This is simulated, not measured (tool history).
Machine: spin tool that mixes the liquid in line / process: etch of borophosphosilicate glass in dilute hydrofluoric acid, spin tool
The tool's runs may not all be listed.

run,hour,temperature setpoint of the liquid (°C),parts of water to one part of 49 % hydrofluoric acid (parts by volume),time under the liquid (s),thickness taken off the borophosphosilicate glass on a monitor wafer (angstrom)
1,0.0,24.0,215,50,124.72
2,7.3,24.0,215,55,136.82
3,9.7,26.0,215,55,147.90
4,18.0,26.0,215,50,135.21
5,26.8,26.0,215,50,134.31
6,33.1,28.0,215,50,144.81
7,41.4,29.5,215,50,151.47
8,43.3,30.5,215,50,156.83
9,47.5,31.0,215,50,159.56

What will run 10 give?
10,55.1,31.5,215,50,?

{"run 10": {"thickness taken off the borophosphosilicate glass on a monitor wafer (angstrom)": 163.11}}
